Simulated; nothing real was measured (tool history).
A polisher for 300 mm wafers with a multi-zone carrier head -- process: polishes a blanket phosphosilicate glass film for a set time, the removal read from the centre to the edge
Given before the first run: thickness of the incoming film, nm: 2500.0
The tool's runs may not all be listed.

run    day  flow of slurry (ml/min)  pressure of the head's centre zone  pressure of the head's middle zone  pressure of the head's edge zone  abrasive content of the slurry  polishing time (s)  film removed at the wafer's centre (angstrom)  film removed at mid-radius (angstrom)  film removed at the wafer's edge (angstrom)
  1      0                      260                                   1                                   1                                 1                               1                  66                                           4532                                 4406.4                                       4628.5
  2  0.242                      260                                   1                                0.97                              0.96                            0.85                  58                                         3768.7                                 3588.9                                       3634.3
  3  0.508                      250                                0.98                                0.92                              0.95                            0.75                  53                                         3190.8                                 2989.9                                       3245.7
  4  0.542                      250                                0.94                                0.92                              0.95                            0.75                  53                                         3009.2                                 2944.5                                       3148.9
  5  0.571                      265                                0.95                                 0.9                              0.91                            0.65                  50                                         2743.6                                 2579.1                                         2797
  6  0.933                      270                                0.96                                 0.9                              0.88                             0.6                  49                                         2621.8                                 2374.6                                       2620.4
  7  1.129                      275                                0.97                                0.92                              0.86                            0.55                  48                                         2486.1                                 2318.9                                       2426.2
  8  1.175                      275                                0.98                                0.91                              0.85                            0.55                  48                                         2502.8                                   2320                                       2391.5
  9    1.2                      275                                0.98                                0.91                              0.85                            0.55                  48                                         2512.3                                 2343.6                                         2438
 10  1.354                      245                                   1                                0.87                              0.81                             0.5                  47                                         2319.4                                   2004                                       2192.9
 11  1.562                      245                                   1                                0.87                              0.81                             0.5                  47                                         2341.5                                 2007.4                                       2164.2
 12  1.625                      260                                   1                                0.88                              0.82                             0.5                  47                                         2394.9                                 2076.9                                         2157

Estimate the outcome of run 13 from the log above:
 13  1.867                      260                                   1                                0.88                              0.83                             0.5                  47                                              ?                                      ?                                            ?

film removed at the wafer's centre (angstrom): 2370.8
film removed at mid-radius (angstrom): 2108.1
film removed at the wafer's edge (angstrom): 2151.9
